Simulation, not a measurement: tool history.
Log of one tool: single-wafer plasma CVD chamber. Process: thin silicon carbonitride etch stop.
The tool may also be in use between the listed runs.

run,hour,RF power (W),deposition time (s),mean film thickness on the monitor wafer (angstrom)
1,0,250,25.1,162.71
2,3.5,250,22.1,142.34
3,8.4,250,24,154.78
4,11.6,235,23.6,150.32
5,16.1,220,23.6,146.93
6,20.7,210,23.3,143.79

Run 7 comes next. What will it give?
7,23,200,23.1,?

Run 7 gave mean film thickness on the monitor wafer (angstrom) 140.29.
